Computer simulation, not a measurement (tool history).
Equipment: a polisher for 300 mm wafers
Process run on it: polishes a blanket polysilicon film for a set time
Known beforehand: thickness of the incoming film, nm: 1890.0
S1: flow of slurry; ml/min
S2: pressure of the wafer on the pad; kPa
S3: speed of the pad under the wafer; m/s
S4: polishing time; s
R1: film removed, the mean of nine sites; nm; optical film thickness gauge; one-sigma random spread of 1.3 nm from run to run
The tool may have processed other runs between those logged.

| run | hour | S1 | S2 | S3 | S4 | R1 |
|---|---|---|---|---|---|---|
| 1 | 0 | 255 | 14.5 | 0.84 | 41 | 172.84 |
| 2 | 4.3 | 255 | 16.5 | 0.84 | 41 | 184.54 |
| 3 | 13.2 | 255 | 15.2 | 0.8 | 41 | 171.52 |
| 4 | 17.2 | 255 | 15.2 | 0.68 | 41 | 143.98 |
| 5 | 21.5 | 255 | 15.2 | 0.68 | 43 | 150.06 |
| 6 | 30.2 | 255 | 15.2 | 0.84 | 43 | 189.37 |
| 7 | 38.1 | 255 | 13.8 | 0.8 | 43 | 161.64 |
| 8 | 44 | 255 | 13.1 | 0.78 | 43 | 152.81 |
| 9 | 51.8 | 255 | 12.4 | 0.76 | 43 | 145.92 |
| 10 | 58.7 | 255 | 11.7 | 0.74 | 43 | 133.12 |
| 11 | 63.9 | 255 | 11 | 0.74 | 43 | 126.92 |

Run 12 is up next; what results do you expect?
| 12 | 72.5 | 255 | 10.3 | 0.74 | 43 | ? |

R1: 120.4 nm

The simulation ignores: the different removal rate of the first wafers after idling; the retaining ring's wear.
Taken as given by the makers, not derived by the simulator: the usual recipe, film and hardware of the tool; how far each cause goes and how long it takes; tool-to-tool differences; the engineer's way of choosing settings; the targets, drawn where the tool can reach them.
